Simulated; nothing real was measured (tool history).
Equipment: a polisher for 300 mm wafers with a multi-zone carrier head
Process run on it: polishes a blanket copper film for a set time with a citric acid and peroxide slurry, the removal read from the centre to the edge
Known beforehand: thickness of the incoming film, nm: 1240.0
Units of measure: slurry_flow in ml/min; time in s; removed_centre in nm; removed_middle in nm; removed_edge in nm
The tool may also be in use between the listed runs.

{"run": 1, "hour": 0.0, "slurry_flow": 280, "centre_zone": 1.0, "middle_zone": 1.0, "edge_zone": 1.0, "slurry_solids": 1.0, "time": 62, "removed_centre": 151.92, "removed_middle": 154.59, "removed_edge": 156.05}
{"run": 2, "hour": 2.1, "slurry_flow": 265, "centre_zone": 0.99, "middle_zone": 0.94, "edge_zone": 0.99, "slurry_solids": 0.85, "time": 55, "removed_centre": 127.21, "removed_middle": 128.12, "removed_edge": 132.0}
{"run": 3, "hour": 8.4, "slurry_flow": 260, "centre_zone": 1.01, "middle_zone": 0.9, "edge_zone": 1.04, "slurry_solids": 0.75, "time": 49, "removed_centre": 115.04, "removed_middle": 102.71, "removed_edge": 117.75}
{"run": 4, "hour": 14.7, "slurry_flow": 255, "centre_zone": 0.99, "middle_zone": 0.88, "edge_zone": 1.03, "slurry_solids": 0.65, "time": 47, "removed_centre": 104.23, "removed_middle": 97.0, "removed_edge": 111.42}
{"run": 5, "hour": 19.9, "slurry_flow": 255, "centre_zone": 0.99, "middle_zone": 0.88, "edge_zone": 1.03, "slurry_solids": 0.5, "time": 47, "removed_centre": 99.044, "removed_middle": 91.734, "removed_edge": 104.44}
{"run": 6, "hour": 21.3, "slurry_flow": 255, "centre_zone": 0.99, "middle_zone": 0.88, "edge_zone": 1.03, "slurry_solids": 0.5, "time": 47, "removed_centre": 99.677, "removed_middle": 92.651, "removed_edge": 104.02}

The next listed run, before its measurement:
{"run": 7, "hour": 21.8, "slurry_flow": 245, "centre_zone": 0.99, "middle_zone": 0.86, "edge_zone": 1.02, "slurry_solids": 0.5, "time": 46, "removed_centre": "?", "removed_middle": "?", "removed_edge": "?"}

{"run 7": {"removed_centre": 97.548, "removed_middle": 87.316, "removed_edge": 103.51}}
